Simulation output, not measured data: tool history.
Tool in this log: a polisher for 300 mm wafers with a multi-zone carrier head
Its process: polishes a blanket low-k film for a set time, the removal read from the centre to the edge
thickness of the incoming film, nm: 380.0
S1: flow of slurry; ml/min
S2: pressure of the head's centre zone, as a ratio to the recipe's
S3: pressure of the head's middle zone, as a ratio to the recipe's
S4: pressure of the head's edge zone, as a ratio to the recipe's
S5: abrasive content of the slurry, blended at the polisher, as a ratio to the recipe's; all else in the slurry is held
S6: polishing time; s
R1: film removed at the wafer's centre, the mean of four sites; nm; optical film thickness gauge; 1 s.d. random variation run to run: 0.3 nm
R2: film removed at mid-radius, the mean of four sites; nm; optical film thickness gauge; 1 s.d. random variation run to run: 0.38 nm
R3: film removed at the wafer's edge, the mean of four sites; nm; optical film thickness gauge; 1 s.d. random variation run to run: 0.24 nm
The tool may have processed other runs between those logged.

{"run": 1, "hour": 0.0, "S1": 290, "S2": 1.0, "S3": 1.0, "S4": 1.0, "S5": 1.0, "S6": 71, "R1": 20.275, "R2": 19.828, "R3": 20.004}
{"run": 2, "hour": 8.2, "S1": 290, "S2": 1.0, "S3": 1.0, "S4": 1.08, "S5": 1.0, "S6": 71, "R1": 19.738, "R2": 19.691, "R3": 20.85}
{"run": 3, "hour": 11.1, "S1": 290, "S2": 0.93, "S3": 1.0, "S4": 1.08, "S5": 1.0, "S6": 71, "R1": 18.551, "R2": 20.365, "R3": 21.106}
{"run": 4, "hour": 17.0, "S1": 290, "S2": 0.99, "S3": 1.0, "S4": 1.08, "S5": 1.0, "S6": 71, "R1": 19.906, "R2": 19.763, "R3": 20.496}
{"run": 5, "hour": 20.4, "S1": 290, "S2": 1.03, "S3": 1.0, "S4": 1.08, "S5": 1.0, "S6": 71, "R1": 20.623, "R2": 20.456, "R3": 20.65}
{"run": 6, "hour": 23.9, "S1": 325, "S2": 1.03, "S3": 1.0, "S4": 1.08, "S5": 1.0, "S6": 71, "R1": 20.725, "R2": 20.291, "R3": 20.769}
{"run": 7, "hour": 30.0, "S1": 325, "S2": 1.05, "S3": 1.02, "S4": 1.09, "S5": 1.1, "S6": 71, "R1": 21.951, "R2": 21.089, "R3": 21.814}
{"run": 8, "hour": 34.0, "S1": 325, "S2": 1.06, "S3": 1.06, "S4": 1.08, "S5": 1.2, "S6": 72, "R1": 23.036, "R2": 22.848, "R3": 22.769}

Forecast run 9:
{"run": 9, "hour": 38.6, "S1": 325, "S2": 1.08, "S3": 1.08, "S4": 1.08, "S5": 1.25, "S6": 73, "R1": "?", "R2": "?", "R3": "?"}

Run 9 came out at R1 23.861 nm, R2 22.918 nm, R3 23.217 nm.
